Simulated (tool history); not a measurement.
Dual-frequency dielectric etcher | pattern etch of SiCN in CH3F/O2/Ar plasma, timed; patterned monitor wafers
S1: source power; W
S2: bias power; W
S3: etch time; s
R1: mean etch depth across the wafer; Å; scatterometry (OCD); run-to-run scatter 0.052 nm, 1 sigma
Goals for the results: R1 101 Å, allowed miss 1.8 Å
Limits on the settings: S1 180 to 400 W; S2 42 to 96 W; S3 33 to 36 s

run	day	S1	S2	S3	R1
1	0	290	69	36	112.8
2	0.171	290	75	36	115.97
3	0.271	290	87	36	121.36
4	0.5	260	87	36	117.05
5	0.712	260	87	33	106.81
6	1.025	250	87	33	104.09
7	1.35	240	87	33	104.23
8	1.621	210	85	33	98.472

Exercise: of the 4 proposed moves below, exactly one satisfies all targets within the stated allowed misses. Which move is it?
A	1.892	210	80	33	?
B	1.892	190	88	33.5	?
C	1.892	210	68	36	?
D	1.892	210	80	35.5	?

move	R1
A	97.061
B	98.469
C	100.73
D	104.41
A: lands further from the targets than the last run did
B: as far off as the last run
C: every result within its allowed miss
D: pushes the last run's worst result past its target
The right move is C.

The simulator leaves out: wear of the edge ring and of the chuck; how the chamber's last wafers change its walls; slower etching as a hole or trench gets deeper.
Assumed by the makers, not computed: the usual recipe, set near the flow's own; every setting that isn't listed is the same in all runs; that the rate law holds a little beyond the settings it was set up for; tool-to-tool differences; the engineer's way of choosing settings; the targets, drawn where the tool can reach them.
